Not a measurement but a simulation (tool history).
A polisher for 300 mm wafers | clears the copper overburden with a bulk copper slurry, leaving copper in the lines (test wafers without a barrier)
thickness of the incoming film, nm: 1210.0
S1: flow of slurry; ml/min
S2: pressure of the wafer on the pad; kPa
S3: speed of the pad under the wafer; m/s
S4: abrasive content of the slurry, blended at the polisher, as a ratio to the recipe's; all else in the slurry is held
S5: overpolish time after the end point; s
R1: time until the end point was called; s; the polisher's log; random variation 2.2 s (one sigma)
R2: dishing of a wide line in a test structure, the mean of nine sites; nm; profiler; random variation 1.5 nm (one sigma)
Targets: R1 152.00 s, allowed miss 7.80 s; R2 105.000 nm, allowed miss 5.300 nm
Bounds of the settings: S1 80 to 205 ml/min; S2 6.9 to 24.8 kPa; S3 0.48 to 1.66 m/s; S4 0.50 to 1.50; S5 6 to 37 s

{"run": 1, "hour": 0.0, "S1": 135, "S2": 15.9, "S3": 1.06, "S4": 1.0, "S5": 19, "R1": 169.49, "R2": 66.123}
{"run": 2, "hour": 7.2, "S1": 130, "S2": 16.5, "S3": 1.06, "S4": 1.0, "S5": 22, "R1": 170.12, "R2": 75.397}
{"run": 3, "hour": 8.0, "S1": 135, "S2": 17.2, "S3": 1.06, "S4": 1.0, "S5": 24, "R1": 160.93, "R2": 83.438}
{"run": 4, "hour": 14.7, "S1": 135, "S2": 17.9, "S3": 1.06, "S4": 1.0, "S5": 25, "R1": 153.66, "R2": 85.168}
{"run": 5, "hour": 22.2, "S1": 155, "S2": 17.9, "S3": 1.06, "S4": 1.0, "S5": 25, "R1": 151.45, "R2": 89.061}
{"run": 6, "hour": 28.4, "S1": 155, "S2": 21.4, "S3": 1.06, "S4": 1.0, "S5": 25, "R1": 129.54, "R2": 99.4}
{"run": 7, "hour": 31.9, "S1": 155, "S2": 20.7, "S3": 1.06, "S4": 1.0, "S5": 26, "R1": 134.32, "R2": 97.818}
{"run": 8, "hour": 34.7, "S1": 155, "S2": 20.0, "S3": 1.06, "S4": 1.0, "S5": 27, "R1": 133.35, "R2": 97.57}
{"run": 9, "hour": 38.5, "S1": 145, "S2": 19.3, "S3": 1.06, "S4": 1.0, "S5": 29, "R1": 137.97, "R2": 100.39}

Which of these 4 next moves meets every target?
{"run": "A", "hour": 42.3, "S1": 105, "S2": 24.8, "S3": 0.92, "S4": 1.15, "S5": 28, "R1": "?", "R2": "?"}
{"run": "B", "hour": 42.3, "S1": 125, "S2": 19.3, "S3": 0.98, "S4": 1.0, "S5": 34, "R1": "?", "R2": "?"}
{"run": "C", "hour": 42.3, "S1": 140, "S2": 20.7, "S3": 1.08, "S4": 1.05, "S5": 28, "R1": "?", "R2": "?"}
{"run": "D", "hour": 42.3, "S1": 90, "S2": 24.1, "S3": 1.04, "S4": 1.1, "S5": 23, "R1": "?", "R2": "?"}

move=A R1=126.53 R2=107.520
move=B R1=153.68 R2=102.710
move=C R1=128.71 R2=103.260
move=D R1=124.03 R2=97.585
A: further off than the last run
B: meets every target
C: further off than the last run
D: further off than the last run
The right move is B.
